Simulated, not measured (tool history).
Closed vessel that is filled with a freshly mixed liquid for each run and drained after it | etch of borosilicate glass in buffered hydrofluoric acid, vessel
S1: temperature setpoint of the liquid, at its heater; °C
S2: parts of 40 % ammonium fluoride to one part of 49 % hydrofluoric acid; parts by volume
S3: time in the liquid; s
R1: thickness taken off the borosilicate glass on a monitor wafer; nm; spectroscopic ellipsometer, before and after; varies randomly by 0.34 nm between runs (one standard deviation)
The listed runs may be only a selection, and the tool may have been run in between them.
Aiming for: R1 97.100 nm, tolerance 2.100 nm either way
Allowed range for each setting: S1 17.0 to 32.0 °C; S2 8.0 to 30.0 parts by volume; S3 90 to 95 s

run,hour,S1,S2,S3,R1
1,0.0,24.0,21.5,90,64.653
2,6.9,24.0,17.5,90,79.099
3,10.4,24.0,17.5,90,79.284
4,16.9,24.0,21.5,90,64.789
5,22.0,26.5,21.5,90,73.899
# hour 22.6: hydrofluoric acid flow meter replaced
6,22.6,28.0,21.5,90,73.967
7,23.5,29.0,20.5,90,81.411
8,24.4,30.0,20.0,90,86.371
9,32.7,30.5,19.5,90,90.943
10,38.0,31.0,19.5,90,93.627

4 next moves are on the table. One of them brings every result within its allowed miss. Which?
A,43.3,30.5,21.5,95,?
B,43.3,32.0,22.0,90,?
C,43.3,32.0,22.5,90,?
D,43.3,27.0,16.0,95,?

move,R1
A,88.761
B,89.460
C,88.093
D,96.835
A: its largest miss is bigger than the last run's
B: its largest miss is bigger than the last run's
C: its largest miss is bigger than the last run's
D: all results land within tolerance of their targets
The move that meets every target is D.

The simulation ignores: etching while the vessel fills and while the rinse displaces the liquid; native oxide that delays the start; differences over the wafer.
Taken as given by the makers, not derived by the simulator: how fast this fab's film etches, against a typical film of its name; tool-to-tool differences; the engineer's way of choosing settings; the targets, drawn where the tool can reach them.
